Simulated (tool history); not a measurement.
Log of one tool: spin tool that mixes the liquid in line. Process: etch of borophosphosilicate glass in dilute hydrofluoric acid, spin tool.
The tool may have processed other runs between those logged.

run,hour,temperature setpoint of the liquid (C),parts of water to one part of 49 % hydrofluoric acid (parts by volume),time under the liquid (s),thickness taken off the borophosphosilicate glass on a monitor wafer (Å)
1,0,22,45,85,895.83
2,4,21.5,45,85,889.58
3,12.7,21,45,85,863.58
4,18.6,21,55,85,694.4
5,22.8,21,55,95,780.93
6,30.9,19.5,55,95,729.83

Expected results for the next run?
7,39.6,19,55,95,?

{"run 7": {"thickness taken off the borophosphosilicate glass on a monitor wafer (Å)": 727.65}}

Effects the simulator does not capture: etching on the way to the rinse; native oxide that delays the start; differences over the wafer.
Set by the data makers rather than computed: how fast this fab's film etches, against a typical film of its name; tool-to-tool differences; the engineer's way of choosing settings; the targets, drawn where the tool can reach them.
